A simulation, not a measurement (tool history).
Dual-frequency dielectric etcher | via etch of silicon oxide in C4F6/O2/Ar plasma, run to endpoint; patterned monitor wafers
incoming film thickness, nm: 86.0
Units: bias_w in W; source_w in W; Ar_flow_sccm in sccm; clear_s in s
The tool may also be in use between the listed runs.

Run 1, day 0: bias_w 558 W, source_w 280 W, Ar_flow_sccm 410 sccm. Result: clear_s 21.234 s.
Run 2, day 0.125: bias_w 617 W, source_w 290 W, Ar_flow_sccm 405 sccm. Result: clear_s 19.953 s.
Run 3, day 0.267: bias_w 658 W, source_w 300 W, Ar_flow_sccm 403 sccm. Result: clear_s 19.071 s.
Run 4, day 0.429: bias_w 718 W, source_w 300 W, Ar_flow_sccm 403 sccm. Result: clear_s 18.421 s.
Run 5, day 0.788: bias_w 718 W, source_w 260 W, Ar_flow_sccm 403 sccm. Result: clear_s 19.561 s.
Run 6, day 0.908: bias_w 680 W, source_w 260 W, Ar_flow_sccm 403 sccm. Result: clear_s 20.047 s.
Run 7, day 1.183: bias_w 709 W, source_w 270 W, Ar_flow_sccm 398 sccm. Result: clear_s 19.21 s.

The next listed run, before its measurement:
Run 8, day 1.512: bias_w 729 W, source_w 280 W, Ar_flow_sccm 394 sccm. Result: clear_s ?.

Run 8 gave clear_s 18.641 s.

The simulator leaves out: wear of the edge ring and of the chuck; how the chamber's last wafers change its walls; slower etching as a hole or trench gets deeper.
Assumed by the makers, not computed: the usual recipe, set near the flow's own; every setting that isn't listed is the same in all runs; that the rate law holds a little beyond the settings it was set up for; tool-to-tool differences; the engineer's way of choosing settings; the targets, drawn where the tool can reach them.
